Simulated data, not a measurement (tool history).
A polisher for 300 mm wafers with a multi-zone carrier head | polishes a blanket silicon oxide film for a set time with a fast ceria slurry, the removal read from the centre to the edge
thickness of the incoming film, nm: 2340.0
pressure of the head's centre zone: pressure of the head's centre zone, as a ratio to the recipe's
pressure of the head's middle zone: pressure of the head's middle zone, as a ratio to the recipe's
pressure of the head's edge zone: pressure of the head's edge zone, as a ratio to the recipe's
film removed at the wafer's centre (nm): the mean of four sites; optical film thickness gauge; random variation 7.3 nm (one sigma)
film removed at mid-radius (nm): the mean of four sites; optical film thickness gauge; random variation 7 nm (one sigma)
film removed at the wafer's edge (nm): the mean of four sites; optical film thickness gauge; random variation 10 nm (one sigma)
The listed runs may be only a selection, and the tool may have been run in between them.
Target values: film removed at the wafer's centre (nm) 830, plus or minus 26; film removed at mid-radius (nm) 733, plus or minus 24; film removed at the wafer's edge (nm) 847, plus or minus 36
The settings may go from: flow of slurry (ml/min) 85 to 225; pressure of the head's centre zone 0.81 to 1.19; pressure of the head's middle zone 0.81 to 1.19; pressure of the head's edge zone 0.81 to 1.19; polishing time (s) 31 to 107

run	hour	flow of slurry (ml/min)	pressure of the head's centre zone	pressure of the head's middle zone	pressure of the head's edge zone	polishing time (s)	film removed at the wafer's centre (nm)	film removed at mid-radius (nm)	film removed at the wafer's edge (nm)
1	0	145	1	1	1	69	643.06	675.15	684.72
2	5.6	150	1.01	0.99	1.02	70	662.23	674.34	713.71
3	9	150	0.95	0.99	1.02	70	611.54	669.85	691.85
4	16.1	150	1.02	0.99	1.02	70	653.8	674.06	701.63
5	20.9	150	1.02	1.05	1.02	70	671.71	714.64	711.65
6	28	150	1.02	0.99	1.02	70	660.74	696.48	705.78
7	35.3	145	1.05	0.96	1.03	72	691.98	686.61	738.99
8	39.6	150	1.07	0.95	1.04	72	722.68	676.27	747.37
9	41.5	155	1.07	0.95	1.05	72	720.64	687.71	747.89
10	48.9	160	1.08	0.95	1.07	72	733.28	688.11	756.88
11	51.7	165	1.09	0.95	1.08	73	753.49	691.35	754.57
# hour 57.7: centre zone pressure recalibrated
12	57.7	160	1.1	0.95	1.08	74	817.04	701.59	766.9
13	63.9	160	1.09	0.94	1.08	75	831.62	703.72	770.77

Which of these 4 next moves meets every target?
A	70.1	85	0.89	0.81	0.81	98	?	?	?
B	70.1	165	0.96	0.9	0.81	85	?	?	?
C	70.1	90	0.94	0.81	0.81	97	?	?	?
D	70.1	160	1.04	0.99	1.01	75	?	?	?

move	film removed at the wafer's centre (nm)	film removed at mid-radius (nm)	film removed at the wafer's edge (nm)
A	786.12	748.71	853.94
B	819.42	778.2	790.48
C	829.65	747.35	850.25
D	779.67	740.15	768.89
A: gets the furthest-off result to its target, but another result is out of tolerance
B: moves toward the targets from the last run without getting all of them in spec
C: hits every target within its allowed miss
D: about as far from the targets as the last run
C meets every target.
